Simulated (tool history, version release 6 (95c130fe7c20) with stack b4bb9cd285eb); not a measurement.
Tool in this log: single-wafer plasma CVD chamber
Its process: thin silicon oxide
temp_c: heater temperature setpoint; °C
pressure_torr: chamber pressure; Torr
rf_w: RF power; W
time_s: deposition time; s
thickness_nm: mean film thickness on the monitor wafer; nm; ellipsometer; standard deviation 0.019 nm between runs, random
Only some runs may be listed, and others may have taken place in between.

run  hour  temp_c  pressure_torr  rf_w  time_s  thickness_nm
  1   0.0     395          0.564   315    4.69        6.0575
  2   5.6     395          0.544   315    4.69        5.8746
  3  14.0     395          0.544   300    4.69        5.7995
  4  17.6     386          0.544   300    4.69        5.8195
  5  21.1     386          0.529   300    4.69        5.7016
  6  28.8     386          0.529   300    4.69        5.6892

Estimate the outcome of run 7 from the log above:
  7  31.1     386          0.518   300    4.69             ?

thickness_nm: 5.5851 nm
